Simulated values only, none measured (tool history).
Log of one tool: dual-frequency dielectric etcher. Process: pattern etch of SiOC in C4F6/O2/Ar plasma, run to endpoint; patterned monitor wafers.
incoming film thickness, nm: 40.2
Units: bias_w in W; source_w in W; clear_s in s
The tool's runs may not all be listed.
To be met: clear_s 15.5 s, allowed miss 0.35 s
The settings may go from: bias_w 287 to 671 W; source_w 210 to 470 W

run,day,bias_w,source_w,clear_s
1,0,479,340,13.976
2,0.1,479,370,13.605
3,0.379,459,370,13.963
4,0.446,515,370,13.309
5,0.629,491,360,13.514
6,0.729,472,360,13.85
7,0.821,455,360,14.234
8,1.092,445,360,14.21
9,1.275,433,360,14.307
10,1.354,421,360,14.672

Which of these 4 next moves meets every target?
A,1.433,312,330,?
B,1.433,420,360,?
C,1.433,333,310,?
D,1.433,362,350,?

move,clear_s
A,16.836
B,14.653
C,16.824
D,15.628
A: takes the result that was furthest off past its target
B: as far off as the last run
C: takes the result that was furthest off past its target
D: meets every target
Move D is the one to make.
